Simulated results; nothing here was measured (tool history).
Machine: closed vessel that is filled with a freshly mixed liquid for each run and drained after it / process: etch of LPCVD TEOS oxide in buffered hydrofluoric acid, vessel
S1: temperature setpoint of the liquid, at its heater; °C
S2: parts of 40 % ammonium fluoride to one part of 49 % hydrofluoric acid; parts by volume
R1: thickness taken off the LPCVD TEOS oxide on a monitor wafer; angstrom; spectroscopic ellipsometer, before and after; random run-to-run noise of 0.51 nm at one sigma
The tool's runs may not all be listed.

{"run": 1, "day": 0.0, "S1": 21, "S2": 14.5, "time in the liquid (s)": 35, "R1": 327.56}
{"run": 2, "day": 0.067, "S1": 22, "S2": 14, "time in the liquid (s)": 35, "R1": 359.46}
{"run": 3, "day": 0.204, "S1": 23, "S2": 13.5, "time in the liquid (s)": 35, "R1": 393.93}
{"run": 4, "day": 0.521, "S1": 24, "S2": 13, "time in the liquid (s)": 35, "R1": 435.74}
{"run": 5, "day": 0.679, "S1": 25, "S2": 12.5, "time in the liquid (s)": 35, "R1": 473}
{"run": 6, "day": 1.017, "S1": 27.5, "S2": 12.5, "time in the liquid (s)": 35, "R1": 544.2}
{"run": 7, "day": 1.371, "S1": 27.5, "S2": 12.5, "time in the liquid (s)": 35, "R1": 537.13}

For run 8, what comes out?
{"run": 8, "day": 1.404, "S1": 27.5, "S2": 12, "time in the liquid (s)": 35, "R1": "?"}

For run 8 the tool returned R1 570.41 angstrom.
